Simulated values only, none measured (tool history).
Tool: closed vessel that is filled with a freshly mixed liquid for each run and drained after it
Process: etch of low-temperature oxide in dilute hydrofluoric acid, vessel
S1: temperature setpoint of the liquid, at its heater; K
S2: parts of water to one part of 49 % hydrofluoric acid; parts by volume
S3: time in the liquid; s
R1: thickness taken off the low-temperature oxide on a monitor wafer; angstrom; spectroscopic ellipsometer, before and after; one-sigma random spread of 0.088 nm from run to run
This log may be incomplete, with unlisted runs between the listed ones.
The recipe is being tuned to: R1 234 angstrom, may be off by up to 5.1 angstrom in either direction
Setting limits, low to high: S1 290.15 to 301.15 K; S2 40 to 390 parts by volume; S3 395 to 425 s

run,hour,S1,S2,S3,R1
1,0,293.15,215,395,159.87
2,7.6,291.65,215,395,151.83
3,9.5,294.15,210,395,170.75
4,18.4,296.65,210,395,187.83
5,25.9,297.65,205,395,199.6
6,34.7,297.65,270,395,142.36
7,39.5,298.65,250,395,161.55
8,45.5,299.15,235,395,179.46
9,54,299.65,225,395,191.36
10,58.8,301.15,190,395,250.46
11,62.7,300.65,190,395,243.97
12,64.7,300.15,190,395,242.2

Below are 4 possible settings for the next run. Only one of them brings all results inside the allowed miss of their targets. Which is it?
A,66.7,297.65,180,395,?
B,66.7,301.15,195,425,?
C,66.7,300.65,195,425,?
D,66.7,301.15,200,425,?

move,R1
A,236.56
B,262.28
C,257.66
D,254.22
A: all results land within tolerance of their targets
B: further off than the last run
C: further off than the last run
D: further off than the last run
Move A is the one to make.
